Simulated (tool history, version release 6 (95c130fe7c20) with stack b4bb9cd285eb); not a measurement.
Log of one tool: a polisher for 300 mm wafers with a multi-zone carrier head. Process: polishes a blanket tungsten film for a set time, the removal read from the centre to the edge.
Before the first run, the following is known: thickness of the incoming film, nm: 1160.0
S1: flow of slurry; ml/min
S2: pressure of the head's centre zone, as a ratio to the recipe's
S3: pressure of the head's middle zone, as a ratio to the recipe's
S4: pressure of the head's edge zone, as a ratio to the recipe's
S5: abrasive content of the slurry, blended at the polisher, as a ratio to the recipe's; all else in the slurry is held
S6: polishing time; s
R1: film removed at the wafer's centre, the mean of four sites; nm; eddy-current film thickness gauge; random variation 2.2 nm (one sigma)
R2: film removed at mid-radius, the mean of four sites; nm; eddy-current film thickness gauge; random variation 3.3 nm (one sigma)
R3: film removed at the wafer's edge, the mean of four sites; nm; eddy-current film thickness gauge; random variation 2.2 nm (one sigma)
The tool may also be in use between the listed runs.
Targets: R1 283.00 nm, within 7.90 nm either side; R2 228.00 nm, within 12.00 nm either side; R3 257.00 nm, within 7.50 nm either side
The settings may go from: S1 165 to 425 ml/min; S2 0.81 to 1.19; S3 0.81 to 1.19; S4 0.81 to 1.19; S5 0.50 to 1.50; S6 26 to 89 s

{"run": 1, "hour": 0.0, "S1": 275, "S2": 1.0, "S3": 1.0, "S4": 1.0, "S5": 1.0, "S6": 57, "R1": 327.0, "R2": 330.72, "R3": 331.4}
{"run": 2, "hour": 2.3, "S1": 270, "S2": 1.02, "S3": 0.94, "S4": 0.97, "S5": 0.85, "S6": 55, "R1": 313.44, "R2": 286.9, "R3": 307.85}
{"run": 3, "hour": 7.2, "S1": 270, "S2": 1.02, "S3": 0.86, "S4": 0.97, "S5": 0.85, "S6": 55, "R1": 313.42, "R2": 272.84, "R3": 297.81}
{"run": 4, "hour": 12.5, "S1": 265, "S2": 1.02, "S3": 0.84, "S4": 0.94, "S5": 0.75, "S6": 54, "R1": 295.65, "R2": 256.09, "R3": 286.53}
{"run": 5, "hour": 20.7, "S1": 225, "S2": 1.02, "S3": 0.84, "S4": 0.94, "S5": 0.75, "S6": 54, "R1": 290.83, "R2": 245.11, "R3": 285.04}
{"run": 6, "hour": 24.4, "S1": 240, "S2": 1.04, "S3": 0.83, "S4": 0.91, "S5": 0.7, "S6": 53, "R1": 288.94, "R2": 246.62, "R3": 265.73}
{"run": 7, "hour": 30.3, "S1": 240, "S2": 1.04, "S3": 0.83, "S4": 0.91, "S5": 0.7, "S6": 53, "R1": 286.02, "R2": 241.18, "R3": 269.19}
{"run": 8, "hour": 31.0, "S1": 230, "S2": 1.05, "S3": 0.82, "S4": 0.9, "S5": 0.7, "S6": 53, "R1": 289.87, "R2": 239.53, "R3": 271.05}

Exactly one of the 4 candidate moves below puts every result within its allowed miss. Which one?
{"run": "A", "hour": 31.7, "S1": 255, "S2": 1.08, "S3": 0.88, "S4": 0.9, "S5": 0.65, "S6": 54, "R1": "?", "R2": "?", "R3": "?"}
{"run": "B", "hour": 31.7, "S1": 165, "S2": 1.06, "S3": 0.81, "S4": 0.84, "S5": 0.8, "S6": 53, "R1": "?", "R2": "?", "R3": "?"}
{"run": "C", "hour": 31.7, "S1": 190, "S2": 1.05, "S3": 0.81, "S4": 0.97, "S5": 0.7, "S6": 54, "R1": "?", "R2": "?", "R3": "?"}
{"run": "D", "hour": 31.7, "S1": 290, "S2": 1.01, "S3": 0.92, "S4": 0.93, "S5": 0.6, "S6": 51, "R1": "?", "R2": "?", "R3": "?"}

move=A R1=302.15 R2=253.28 R3=265.59
move=B R1=281.74 R2=226.93 R3=252.03
move=C R1=284.35 R2=230.41 R3=270.63
move=D R1=266.49 R2=247.57 R3=252.72
A: its largest miss is bigger than the last run's
B: hits every target within its allowed miss
C: about as far from the targets as the last run
D: the furthest-off result lands on target, but another misses its tolerance
B meets every target.

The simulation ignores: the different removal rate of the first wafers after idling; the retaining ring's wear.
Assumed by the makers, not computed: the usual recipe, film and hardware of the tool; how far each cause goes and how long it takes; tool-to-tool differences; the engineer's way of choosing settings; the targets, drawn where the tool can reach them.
